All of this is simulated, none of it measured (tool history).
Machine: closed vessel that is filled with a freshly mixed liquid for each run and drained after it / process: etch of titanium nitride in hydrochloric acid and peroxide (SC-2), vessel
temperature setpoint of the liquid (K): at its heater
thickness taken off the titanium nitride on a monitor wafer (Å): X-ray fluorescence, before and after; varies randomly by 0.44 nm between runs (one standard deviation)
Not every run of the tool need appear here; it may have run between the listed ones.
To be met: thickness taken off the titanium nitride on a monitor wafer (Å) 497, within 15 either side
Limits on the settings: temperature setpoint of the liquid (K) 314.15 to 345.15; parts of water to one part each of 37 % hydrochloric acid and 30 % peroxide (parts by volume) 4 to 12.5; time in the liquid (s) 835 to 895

run    day  temperature setpoint of the liquid (K)  parts of water to one part each of 37 % hydrochloric acid and 30 % peroxide (parts by volume)  time in the liquid (s)  thickness taken off the titanium nitride on a monitor wafer (Å)
  1      0                                  330.15                                                                                              7                     835                                                           575.19
  2  0.175                                  329.15                                                                                              7                     835                                                           536.75
  3  0.233                                  329.15                                                                                            8.5                     835                                                           469.05
  4  0.333                                  332.65                                                                                            8.5                     835                                                           575.49
  5  0.404                                  332.65                                                                                              6                     835                                                           767.16
  6  0.496                                  337.65                                                                                              6                     835                                                             1048
  7  0.775                                  333.65                                                                                              6                     835                                                            811.7
  8  1.104                                  331.15                                                                                              6                     835                                                           696.01

4 candidate next runs follow, results not yet known. Just one meets every target within its allowed miss. Identify it.
  A  1.433                                  333.15                                                                                           10.5                     885                                                                ?
  B  1.433                                  326.15                                                                                            5.5                     835                                                                ?
  C  1.433                                  324.15                                                                                              5                     835                                                                ?
  D  1.433                                  328.65                                                                                              7                     835                                                                ?

move  thickness taken off the titanium nitride on a monitor wafer (Å)
   A                                                           530.63
   B                                                           532.82
   C                                                           500.42
   D                                                           522.31
A: closes in on the targets versus the last run, not all within tolerance yet
B: closes in on the targets versus the last run, not all within tolerance yet
C: every result within its allowed miss
D: closes in on the targets versus the last run, not all within tolerance yet
The right move is C.
